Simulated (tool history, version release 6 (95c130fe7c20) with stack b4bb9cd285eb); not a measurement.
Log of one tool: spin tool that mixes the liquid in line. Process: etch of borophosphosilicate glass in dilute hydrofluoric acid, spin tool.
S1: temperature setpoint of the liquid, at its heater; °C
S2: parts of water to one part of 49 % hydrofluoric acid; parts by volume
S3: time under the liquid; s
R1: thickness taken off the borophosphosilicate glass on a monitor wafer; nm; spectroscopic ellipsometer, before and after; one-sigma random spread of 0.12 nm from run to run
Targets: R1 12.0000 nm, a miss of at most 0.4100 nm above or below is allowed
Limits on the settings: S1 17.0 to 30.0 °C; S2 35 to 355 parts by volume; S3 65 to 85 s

run 1 hour=0.0 | S1=22.0 S2=195 S3=85 | R1=10.2260
run 2 hour=5.1 | S1=24.5 S2=195 S3=85 | R1=11.2610
run 3 hour=12.1 | S1=24.5 S2=260 S3=85 | R1=7.7486
run 4 hour=14.3 | S1=25.0 S2=255 S3=85 | R1=8.1465
run 5 hour=22.5 | S1=25.0 S2=255 S3=85 | R1=8.1323
run 6 hour=30.5 | S1=25.5 S2=250 S3=85 | R1=8.6000
run 7 hour=33.4 | S1=26.0 S2=245 S3=85 | R1=8.8711
run 8 hour=41.3 | S1=30.0 S2=205 S3=85 | R1=12.7670
run 9 hour=48.7 | S1=29.0 S2=205 S3=85 | R1=12.5220

Consider the 5 candidate settings below. Which is the only one whose results all fall within their allowed miss of target?
run A hour=56.1 | S1=30.0 S2=200 S3=85 | R1=?
run B hour=56.1 | S1=29.5 S2=200 S3=85 | R1=?
run C hour=56.1 | S1=26.0 S2=195 S3=85 | R1=?
run D hour=56.1 | S1=27.5 S2=190 S3=85 | R1=?
run E hour=56.1 | S1=30.0 S2=205 S3=85 | R1=?

move=A R1=13.2650
move=B R1=13.0370
move=C R1=11.8780
move=D R1=12.9420
move=E R1=12.8620
A: further off than the last run
B: further off than the last run
C: each result inside its tolerance
D: further off than the last run
E: further off than the last run
The move that meets every target is C.

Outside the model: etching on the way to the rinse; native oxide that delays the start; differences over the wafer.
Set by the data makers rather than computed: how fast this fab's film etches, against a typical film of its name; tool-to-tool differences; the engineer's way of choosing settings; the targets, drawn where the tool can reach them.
